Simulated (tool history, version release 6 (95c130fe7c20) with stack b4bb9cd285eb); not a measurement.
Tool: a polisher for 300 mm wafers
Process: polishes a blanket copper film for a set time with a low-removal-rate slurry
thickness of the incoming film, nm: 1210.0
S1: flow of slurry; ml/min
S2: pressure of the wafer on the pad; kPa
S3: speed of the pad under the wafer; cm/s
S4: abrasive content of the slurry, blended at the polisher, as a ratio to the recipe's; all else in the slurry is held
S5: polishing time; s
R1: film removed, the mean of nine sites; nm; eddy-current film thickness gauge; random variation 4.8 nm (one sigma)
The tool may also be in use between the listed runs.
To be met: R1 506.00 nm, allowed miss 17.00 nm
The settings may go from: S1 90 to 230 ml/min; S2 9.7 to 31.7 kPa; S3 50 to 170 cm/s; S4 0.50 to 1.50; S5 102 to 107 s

Run 1, day 0.000: S1 150 ml/min, S2 20.7 kPa, S3 110 cm/s, S4 1.00, S5 102 s. Result: R1 366.80 nm.
Run 2, day 0.375: S1 155 ml/min, S2 21.4 kPa, S3 110 cm/s, S4 1.00, S5 102 s. Result: R1 381.89 nm.
Run 3, day 0.596: S1 160 ml/min, S2 22.1 kPa, S3 110 cm/s, S4 1.00, S5 102 s. Result: R1 392.03 nm.
Run 4, day 0.746: S1 160 ml/min, S2 22.8 kPa, S3 110 cm/s, S4 1.00, S5 102 s. Result: R1 412.46 nm.
Run 5, day 0.771: S1 160 ml/min, S2 22.8 kPa, S3 110 cm/s, S4 0.90, S5 102 s. Result: R1 401.06 nm.
Run 6, day 0.967: S1 160 ml/min, S2 23.4 kPa, S3 110 cm/s, S4 0.90, S5 102 s. Result: R1 400.80 nm.
Run 7, day 1.079: S1 165 ml/min, S2 24.1 kPa, S3 110 cm/s, S4 0.90, S5 102 s. Result: R1 419.72 nm.
Run 8, day 1.200: S1 165 ml/min, S2 24.8 kPa, S3 110 cm/s, S4 0.90, S5 102 s. Result: R1 442.16 nm.
Run 9, day 1.221: S1 165 ml/min, S2 25.5 kPa, S3 110 cm/s, S4 0.90, S5 102 s. Result: R1 454.35 nm.
Run 10, day 1.279: S1 170 ml/min, S2 26.9 kPa, S3 110 cm/s, S4 0.90, S5 102 s. Result: R1 463.96 nm.
Run 11, day 1.425: S1 170 ml/min, S2 27.6 kPa, S3 110 cm/s, S4 0.90, S5 102 s. Result: R1 488.29 nm.

Which of these 5 next moves meets every target?
Run A, day 1.571: S1 160 ml/min, S2 26.9 kPa, S3 100 cm/s, S4 1.15, S5 106 s. Result: R1 ?.
Run B, day 1.571: S1 170 ml/min, S2 26.9 kPa, S3 108 cm/s, S4 0.80, S5 107 s. Result: R1 ?.
Run C, day 1.571: S1 185 ml/min, S2 28.3 kPa, S3 108 cm/s, S4 0.80, S5 107 s. Result: R1 ?.
Run D, day 1.571: S1 230 ml/min, S2 24.8 kPa, S3 116 cm/s, S4 0.60, S5 107 s. Result: R1 ?.
Run E, day 1.571: S1 220 ml/min, S2 28.3 kPa, S3 98 cm/s, S4 1.00, S5 102 s. Result: R1 ?.

move      R1
   A  468.00
   B  470.06
   C  498.77
   D  450.14
   E  465.75
A: further off than the last run
B: further off than the last run
C: meets every target
D: further off than the last run
E: further off than the last run
Answer: C

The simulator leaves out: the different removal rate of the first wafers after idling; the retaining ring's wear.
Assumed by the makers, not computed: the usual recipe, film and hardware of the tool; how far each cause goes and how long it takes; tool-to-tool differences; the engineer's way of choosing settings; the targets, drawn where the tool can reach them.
